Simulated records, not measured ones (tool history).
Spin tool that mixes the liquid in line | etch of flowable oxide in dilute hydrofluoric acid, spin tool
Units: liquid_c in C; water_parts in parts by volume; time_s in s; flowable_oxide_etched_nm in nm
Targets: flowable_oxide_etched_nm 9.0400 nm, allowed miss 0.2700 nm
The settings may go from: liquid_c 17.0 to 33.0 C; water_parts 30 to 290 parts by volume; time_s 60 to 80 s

run,day,liquid_c,water_parts,time_s,flowable_oxide_etched_nm
1,0.000,25.0,160,80,16.9510
2,0.075,25.0,160,80,16.8180
3,0.154,23.0,160,80,15.4150
4,0.267,23.0,160,80,15.6060
5,0.300,23.0,160,80,15.4980
6,0.517,20.5,160,80,14.3530
7,0.800,20.0,170,80,12.9760
# day 1.150: thermometer replaced
8,1.150,19.5,175,80,11.1420
9,1.267,19.0,175,80,11.1060
10,1.300,18.5,175,80,10.5750

5 next moves are on the table. One of them brings every result within its allowed miss. Which?
A,1.333,17.0,150,60,?
B,1.333,19.0,175,70,?
C,1.333,17.5,165,70,?
D,1.333,20.0,165,65,?
E,1.333,25.0,200,65,?

move,flowable_oxide_etched_nm
A,9.1619
B,9.6911
C,9.7743
D,10.0290
E,9.6406
A: meets every target
B: nearer than the last run, and not there yet
C: nearer than the last run, and not there yet
D: nearer than the last run, and not there yet
E: nearer than the last run, and not there yet
Answer: A
